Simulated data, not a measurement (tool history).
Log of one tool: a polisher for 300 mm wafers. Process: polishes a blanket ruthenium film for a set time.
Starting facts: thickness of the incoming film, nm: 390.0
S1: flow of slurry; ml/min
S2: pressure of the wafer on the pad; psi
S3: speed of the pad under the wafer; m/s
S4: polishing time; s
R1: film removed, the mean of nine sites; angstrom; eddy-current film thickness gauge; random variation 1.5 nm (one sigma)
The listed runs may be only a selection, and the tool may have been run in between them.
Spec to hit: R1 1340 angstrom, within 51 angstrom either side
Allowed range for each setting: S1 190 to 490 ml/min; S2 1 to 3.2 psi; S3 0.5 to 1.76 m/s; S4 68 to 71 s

run  hour   S1   S2    S3  S4      R1
  1     0  315  2.1  1.12  68  929.83
  2   3.3  315  2.3  1.12  68  1020.3
  3   7.1  315  2.3  0.92  68  855.25
  4   7.7  260  2.3  0.92  68   870.8
  5  12.1  260  2.5  0.92  68  938.27
  6  13.3  260  2.7  0.94  68  1014.2
  7  14.3  260  2.7  0.94  68  1020.3
  8  15.2  260  2.8  0.98  68  1083.9
  9    21  260  2.8  0.98  68  1097.7
 10  26.3  260  2.9     1  68  1142.7

Which single option among these 4 for the next run brings every result within its allowed miss of target? Just one does.
  A  31.6  240  2.7   1.1  71   ?
  B  31.6  255    3  1.02  68   ?
  C  31.6  250  2.8  1.06  71   ?
  D  31.6  380  3.1  1.06  70   ?

move      R1
   A  1175.6
   B  1179.7
   C  1186.7
   D  1332.2
A: nearer the targets than the last run, but a result is still out of spec
B: nearer the targets than the last run, but a result is still out of spec
C: nearer the targets than the last run, but a result is still out of spec
D: all results in spec
The right move is D.
